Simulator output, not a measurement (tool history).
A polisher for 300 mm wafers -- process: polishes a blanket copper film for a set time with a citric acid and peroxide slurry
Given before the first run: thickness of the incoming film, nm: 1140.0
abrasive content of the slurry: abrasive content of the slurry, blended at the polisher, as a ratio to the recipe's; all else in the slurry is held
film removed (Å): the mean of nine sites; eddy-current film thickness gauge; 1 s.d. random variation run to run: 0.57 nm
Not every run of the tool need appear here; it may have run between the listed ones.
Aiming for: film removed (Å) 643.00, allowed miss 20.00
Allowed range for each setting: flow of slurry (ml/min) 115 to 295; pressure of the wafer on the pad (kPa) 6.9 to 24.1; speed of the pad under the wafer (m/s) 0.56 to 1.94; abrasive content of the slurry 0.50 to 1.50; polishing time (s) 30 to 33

run	hour	flow of slurry (ml/min)	pressure of the wafer on the pad (kPa)	speed of the pad under the wafer (m/s)	abrasive content of the slurry	polishing time (s)	film removed (Å)
1	0.0	190	15.2	1.24	1.00	33	568.47
2	5.9	190	11.7	1.24	1.00	33	434.03
3	11.2	195	12.4	1.24	1.00	33	461.70
4	16.5	200	13.1	1.24	1.00	33	497.29
5	23.0	200	15.2	1.24	1.00	33	567.54
6	26.3	170	15.2	1.24	1.00	33	552.82
7	29.2	180	15.2	1.24	1.00	33	557.31
8	35.0	190	15.2	1.24	1.00	33	568.88
9	36.7	190	15.2	1.24	1.00	33	558.90
10	45.7	195	15.2	1.24	1.00	33	563.92
11	49.5	200	15.2	1.24	1.00	33	567.80
12	54.6	205	15.2	1.24	1.00	33	568.07
13	56.0	210	15.9	1.24	1.00	33	589.90
14	58.0	210	16.5	1.24	1.00	33	622.11

Which of these 4 next moves meets every target?
A	60.0	200	17.9	1.30	1.10	30	?
B	60.0	225	17.9	1.24	1.00	33	?
C	60.0	195	17.2	1.20	1.05	30	?
D	60.0	250	19.3	1.16	0.65	33	?

move	film removed (Å)
A	656.81
B	680.65
C	574.82
D	597.75
A: hits every target within its allowed miss
B: takes the result that was furthest off past its target
C: further off than the last run
D: further off than the last run
Move A is the one to make.
